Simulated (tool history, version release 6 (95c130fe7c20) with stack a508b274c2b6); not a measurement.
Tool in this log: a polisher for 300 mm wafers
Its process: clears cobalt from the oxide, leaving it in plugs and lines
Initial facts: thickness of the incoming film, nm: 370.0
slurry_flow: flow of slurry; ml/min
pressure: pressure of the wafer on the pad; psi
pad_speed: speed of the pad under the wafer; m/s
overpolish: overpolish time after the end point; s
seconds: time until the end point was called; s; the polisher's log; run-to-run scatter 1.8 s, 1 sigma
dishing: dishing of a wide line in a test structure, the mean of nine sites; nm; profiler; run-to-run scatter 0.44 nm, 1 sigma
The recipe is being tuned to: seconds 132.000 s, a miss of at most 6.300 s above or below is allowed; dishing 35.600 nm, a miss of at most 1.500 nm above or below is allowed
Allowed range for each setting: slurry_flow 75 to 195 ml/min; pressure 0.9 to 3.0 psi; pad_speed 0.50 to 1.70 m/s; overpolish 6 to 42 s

run 1 day=0.000 | slurry_flow=125 pressure=1.9 pad_speed=1.10 overpolish=21 | seconds=62.244 dishing=55.901
run 2 day=0.242 | slurry_flow=125 pressure=1.9 pad_speed=1.10 overpolish=17 | seconds=60.236 dishing=53.116
run 3 day=0.417 | slurry_flow=125 pressure=1.9 pad_speed=1.10 overpolish=21 | seconds=61.449 dishing=55.277
run 4 day=0.617 | slurry_flow=125 pressure=1.9 pad_speed=1.20 overpolish=21 | seconds=55.032 dishing=57.474
run 5 day=0.812 | slurry_flow=125 pressure=1.9 pad_speed=1.20 overpolish=28 | seconds=55.156 dishing=62.232
run 6 day=0.979 | slurry_flow=120 pressure=1.6 pad_speed=1.10 overpolish=22 | seconds=71.548 dishing=53.880
run 7 day=1.038 | slurry_flow=115 pressure=1.4 pad_speed=1.04 overpolish=18 | seconds=86.953 dishing=45.996
run 8 day=1.121 | slurry_flow=110 pressure=1.3 pad_speed=1.00 overpolish=16 | seconds=96.087 dishing=41.416
run 9 day=1.325 | slurry_flow=105 pressure=1.2 pad_speed=0.98 overpolish=16 | seconds=106.720 dishing=39.507
run 10 day=1.567 | slurry_flow=100 pressure=1.1 pad_speed=0.98 overpolish=16 | seconds=118.070 dishing=37.700
run 11 day=1.862 | slurry_flow=95 pressure=1.1 pad_speed=0.98 overpolish=16 | seconds=116.060 dishing=37.435
run 12 day=1.896 | slurry_flow=90 pressure=1.1 pad_speed=0.98 overpolish=17 | seconds=116.670 dishing=39.338

Of the 5 settings listed for the next run, only one would bring every result within its allowed miss of target. Which one?
run A day=1.929 | slurry_flow=90 pressure=1.2 pad_speed=0.74 overpolish=28 | seconds=? dishing=?
run B day=1.929 | slurry_flow=80 pressure=1.3 pad_speed=0.74 overpolish=26 | seconds=? dishing=?
run C day=1.929 | slurry_flow=100 pressure=1.2 pad_speed=0.98 overpolish=20 | seconds=? dishing=?
run D day=1.929 | slurry_flow=85 pressure=1.1 pad_speed=0.90 overpolish=17 | seconds=? dishing=?
run E day=1.929 | slurry_flow=95 pressure=0.9 pad_speed=1.08 overpolish=20 | seconds=? dishing=?

move=A seconds=142.780 dishing=46.119
move=B seconds=135.500 dishing=45.556
move=C seconds=107.140 dishing=44.788
move=D seconds=129.060 dishing=36.602
move=E seconds=126.650 dishing=40.907
A: moves away from the targets compared with the last run
B: moves away from the targets compared with the last run
C: moves away from the targets compared with the last run
D: every result lands within tolerance
E: moves away from the targets compared with the last run
Go with D: it meets all targets.

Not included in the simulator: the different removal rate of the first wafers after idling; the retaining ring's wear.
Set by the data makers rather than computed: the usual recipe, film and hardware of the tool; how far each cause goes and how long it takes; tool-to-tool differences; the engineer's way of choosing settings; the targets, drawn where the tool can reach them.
